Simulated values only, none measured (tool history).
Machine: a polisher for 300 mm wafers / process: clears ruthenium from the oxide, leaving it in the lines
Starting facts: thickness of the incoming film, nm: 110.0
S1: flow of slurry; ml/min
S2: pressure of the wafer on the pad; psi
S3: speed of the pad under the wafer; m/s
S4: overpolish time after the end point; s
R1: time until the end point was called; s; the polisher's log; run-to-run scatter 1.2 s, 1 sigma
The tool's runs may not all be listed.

run 1 hour=0 | S1=215 S2=1.5 S3=1.14 S4=4 | R1=105.79
run 2 hour=1.5 | S1=260 S2=1.5 S3=1.14 S4=4 | R1=100.74
run 3 hour=2 | S1=260 S2=1.5 S3=1.02 S4=4 | R1=115.56
run 4 hour=9.8 | S1=260 S2=1.5 S3=1.2 S4=4 | R1=100.52
run 5 hour=18.3 | S1=260 S2=1.6 S3=1.22 S4=4 | R1=94.203
run 6 hour=20.6 | S1=260 S2=1.7 S3=1.24 S4=4 | R1=87.906

Expected results for the next run?
run 7 hour=25.2 | S1=260 S2=1.8 S3=1.26 S4=4 | R1=?

{"run 7": {"R1": 81.562}}
